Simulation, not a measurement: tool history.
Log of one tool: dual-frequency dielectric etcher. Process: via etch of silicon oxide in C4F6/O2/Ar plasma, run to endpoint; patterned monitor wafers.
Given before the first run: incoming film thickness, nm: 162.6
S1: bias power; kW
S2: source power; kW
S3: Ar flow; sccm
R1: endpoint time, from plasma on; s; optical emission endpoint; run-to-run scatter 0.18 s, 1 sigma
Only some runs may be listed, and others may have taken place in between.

run	hour	S1	S2	S3	R1
1	0.0	0.591	0.290	389	42.769
2	5.5	0.626	0.290	388	41.723
3	13.6	0.651	0.290	388	41.580
4	15.4	0.651	0.290	427	41.783
5	21.5	0.681	0.290	426	41.554
6	28.5	0.604	0.290	426	42.417

The next listed run, before its measurement:
7	29.6	0.644	0.300	425	?

Run 7 produced R1 41.850 s.

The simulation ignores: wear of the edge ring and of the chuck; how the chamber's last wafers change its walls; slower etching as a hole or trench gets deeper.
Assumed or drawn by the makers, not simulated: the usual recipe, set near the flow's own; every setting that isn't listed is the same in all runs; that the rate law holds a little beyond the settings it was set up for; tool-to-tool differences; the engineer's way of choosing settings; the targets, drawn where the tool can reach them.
